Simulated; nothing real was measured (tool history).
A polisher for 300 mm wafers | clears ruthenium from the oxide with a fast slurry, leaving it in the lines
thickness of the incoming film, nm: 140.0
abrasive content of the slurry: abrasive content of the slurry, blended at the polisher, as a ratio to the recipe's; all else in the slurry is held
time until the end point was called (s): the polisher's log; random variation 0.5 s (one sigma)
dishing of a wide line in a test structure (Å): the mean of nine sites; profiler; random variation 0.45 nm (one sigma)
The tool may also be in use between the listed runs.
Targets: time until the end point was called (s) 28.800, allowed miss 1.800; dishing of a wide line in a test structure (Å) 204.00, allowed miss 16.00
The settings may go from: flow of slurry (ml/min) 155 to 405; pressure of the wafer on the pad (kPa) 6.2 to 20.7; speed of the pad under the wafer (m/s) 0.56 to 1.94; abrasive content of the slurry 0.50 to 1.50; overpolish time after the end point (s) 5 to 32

run	hour	flow of slurry (ml/min)	pressure of the wafer on the pad (kPa)	speed of the pad under the wafer (m/s)	abrasive content of the slurry	overpolish time after the end point (s)	time until the end point was called (s)	dishing of a wide line in a test structure (Å)
1	0.0	260	13.1	1.24	1.00	16	39.937	373.73
2	3.0	260	13.8	1.24	1.00	14	37.137	345.91
3	5.0	260	14.5	1.20	1.00	13	38.701	323.32
4	6.9	255	14.5	1.26	0.95	12	38.445	299.12
5	11.3	240	15.2	1.32	0.90	11	36.242	297.32
6	14.4	240	15.2	1.50	0.90	11	32.796	324.94
7	19.5	235	15.9	1.52	0.85	10	31.603	307.81
8	23.5	225	16.5	1.52	0.80	9	31.506	281.29
9	31.5	215	17.2	1.52	0.75	8	30.852	242.73
10	39.0	215	17.9	1.50	0.75	8	30.653	249.52
11	43.6	215	18.6	1.50	0.75	8	28.947	266.25
12	51.4	215	17.2	1.60	0.75	5	29.620	166.21

5 next moves are on the table. One of them brings every result within its allowed miss. Which?
A	59.2	190	20.0	1.64	0.60	7	?	?
B	59.2	180	17.9	1.56	0.80	6	?	?
C	59.2	200	13.8	1.94	0.85	7	?	?
D	59.2	185	20.7	1.66	0.80	5	?	?
E	59.2	225	16.5	1.54	0.70	6	?	?

move	time until the end point was called (s)	dishing of a wide line in a test structure (Å)
A	28.746	227.65
B	28.823	196.53
C	28.717	227.87
D	23.872	197.67
E	32.356	176.18
A: takes the result that was furthest off past its target
B: meets every target
C: takes the result that was furthest off past its target
D: brings the result that was furthest off to its target, and leaves another outside
E: nearer than the last run, and not there yet
The right move is B.
